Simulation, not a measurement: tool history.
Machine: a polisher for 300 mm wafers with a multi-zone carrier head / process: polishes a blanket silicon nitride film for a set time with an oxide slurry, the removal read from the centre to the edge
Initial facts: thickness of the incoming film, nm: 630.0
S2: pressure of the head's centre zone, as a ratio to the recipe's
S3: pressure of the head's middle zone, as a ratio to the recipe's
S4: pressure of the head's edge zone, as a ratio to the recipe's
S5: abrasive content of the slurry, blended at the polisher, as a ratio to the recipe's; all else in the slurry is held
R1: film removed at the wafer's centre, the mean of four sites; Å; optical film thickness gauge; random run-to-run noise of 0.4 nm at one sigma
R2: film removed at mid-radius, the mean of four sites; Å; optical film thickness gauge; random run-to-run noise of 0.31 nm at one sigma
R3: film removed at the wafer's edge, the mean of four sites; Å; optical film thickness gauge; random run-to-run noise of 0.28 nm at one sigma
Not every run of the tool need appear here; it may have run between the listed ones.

{"run": 1, "hour": 0.0, "flow of slurry (ml/min)": 150, "S2": 1, "S3": 1, "S4": 1, "S5": 1, "polishing time (s)": 46, "R1": 201.49, "R2": 206.55, "R3": 204.21}
{"run": 2, "hour": 7.3, "flow of slurry (ml/min)": 150, "S2": 1.03, "S3": 1, "S4": 1, "S5": 1, "polishing time (s)": 46, "R1": 208.12, "R2": 205.56, "R3": 202.57}
{"run": 3, "hour": 11.7, "flow of slurry (ml/min)": 155, "S2": 1.05, "S3": 1, "S4": 1.02, "S5": 1.05, "polishing time (s)": 46, "R1": 219.86, "R2": 214.9, "R3": 213.06}
{"run": 4, "hour": 15.3, "flow of slurry (ml/min)": 130, "S2": 1.05, "S3": 1, "S4": 1.02, "S5": 1.05, "polishing time (s)": 46, "R1": 210.59, "R2": 202.97, "R3": 205.65}
{"run": 5, "hour": 20.4, "flow of slurry (ml/min)": 130, "S2": 1.05, "S3": 1.07, "S4": 1.02, "S5": 1.05, "polishing time (s)": 46, "R1": 205, "R2": 211.7, "R3": 205.59}
{"run": 6, "hour": 28.4, "flow of slurry (ml/min)": 130, "S2": 1.05, "S3": 1.07, "S4": 1.06, "S5": 1.05, "polishing time (s)": 46, "R1": 206.56, "R2": 213.03, "R3": 205.63}
{"run": 7, "hour": 34.6, "flow of slurry (ml/min)": 140, "S2": 1.07, "S3": 1.05, "S4": 1.07, "S5": 1.1, "polishing time (s)": 46, "R1": 216.77, "R2": 219.23, "R3": 219.53}

The next listed run, before its measurement:
{"run": 8, "hour": 43.3, "flow of slurry (ml/min)": 180, "S2": 1.17, "S3": 0.97, "S4": 0.97, "S5": 1.2, "polishing time (s)": 47, "R1": "?", "R2": "?", "R3": "?"}

R1: 267.95 Å
R2: 227.95 Å
R3: 229.98 Å
